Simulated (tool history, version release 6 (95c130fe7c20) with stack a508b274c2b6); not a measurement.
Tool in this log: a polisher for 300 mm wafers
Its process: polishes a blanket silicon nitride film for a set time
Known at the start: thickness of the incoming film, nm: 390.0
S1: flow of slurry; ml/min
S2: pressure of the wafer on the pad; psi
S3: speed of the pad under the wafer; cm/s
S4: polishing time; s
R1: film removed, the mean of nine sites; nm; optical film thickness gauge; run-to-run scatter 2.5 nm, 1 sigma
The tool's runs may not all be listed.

Run 1, day 0.000: S1 305 ml/min, S2 2.7 psi, S3 138 cm/s, S4 106 s. Result: R1 135.14 nm.
Run 2, day 0.192: S1 305 ml/min, S2 2.8 psi, S3 138 cm/s, S4 106 s. Result: R1 146.50 nm.
Run 3, day 0.275: S1 355 ml/min, S2 2.8 psi, S3 138 cm/s, S4 106 s. Result: R1 144.67 nm.
Run 4, day 0.367: S1 355 ml/min, S2 2.9 psi, S3 138 cm/s, S4 106 s. Result: R1 152.78 nm.
Run 5, day 0.608: S1 355 ml/min, S2 3.0 psi, S3 138 cm/s, S4 106 s. Result: R1 151.16 nm.
Run 6, day 0.821: S1 390 ml/min, S2 3.0 psi, S3 138 cm/s, S4 106 s. Result: R1 156.35 nm.

Expected results for the next run?
Run 7, day 1.138: S1 390 ml/min, S2 3.1 psi, S3 138 cm/s, S4 106 s. Result: R1 ?.

R1: 163.93 nm
